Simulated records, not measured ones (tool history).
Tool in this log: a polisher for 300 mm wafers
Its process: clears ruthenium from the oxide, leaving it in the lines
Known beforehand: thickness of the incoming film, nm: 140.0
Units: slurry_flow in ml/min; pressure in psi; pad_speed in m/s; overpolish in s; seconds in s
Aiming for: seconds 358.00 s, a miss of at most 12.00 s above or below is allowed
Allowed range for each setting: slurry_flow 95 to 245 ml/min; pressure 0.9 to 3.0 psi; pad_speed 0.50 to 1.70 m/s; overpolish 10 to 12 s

run,hour,slurry_flow,pressure,pad_speed,overpolish,seconds
1,0.0,155,1.9,1.10,12,122.81
2,5.3,145,1.6,0.92,12,170.53
3,11.6,180,1.6,0.92,12,164.01
4,16.0,180,1.6,0.72,12,209.58
# hour 22.9: worn pad replaced by a new one
5,22.9,175,1.4,0.66,12,241.15
6,26.3,145,1.4,0.66,12,247.47
7,30.9,145,1.2,0.62,12,300.24
8,38.0,140,1.1,0.62,12,326.10

Next run, 5 choices. One meets every target within its allowed miss, the rest don't. Which?
A,45.1,150,0.9,0.60,10,?
B,45.1,155,1.1,0.50,12,?
C,45.1,130,1.2,0.52,12,?
D,45.1,145,1.0,0.64,10,?
E,45.1,160,0.9,0.58,12,?

move,seconds
A,386.73
B,390.10
C,361.37
D,337.09
E,395.19
A: takes the result that was furthest off past its target
B: takes the result that was furthest off past its target
C: meets every target
D: moves toward the targets from the last run without getting all of them in spec
E: takes the result that was furthest off past its target
Correct choice: C, which meets every target
